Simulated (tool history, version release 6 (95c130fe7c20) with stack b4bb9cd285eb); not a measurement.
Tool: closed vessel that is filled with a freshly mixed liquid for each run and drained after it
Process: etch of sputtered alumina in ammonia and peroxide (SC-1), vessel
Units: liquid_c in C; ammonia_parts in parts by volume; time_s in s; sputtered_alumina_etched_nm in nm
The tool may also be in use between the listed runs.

run    day  liquid_c  ammonia_parts  time_s  sputtered_alumina_etched_nm
  1      0        60           0.85     230                       31.027
  2  0.208        60           0.85     250                        33.57
  3  0.258        60           0.95     250                       33.941
  4  0.471        60            1.1     250                       34.609
  5  0.517        53            1.1     250                       23.779
  6  0.704      52.5            1.1     250                       22.995

Forecast run 7:
  7  0.879        52            1.1     250                            ?

sputtered_alumina_etched_nm: 22.567 nm
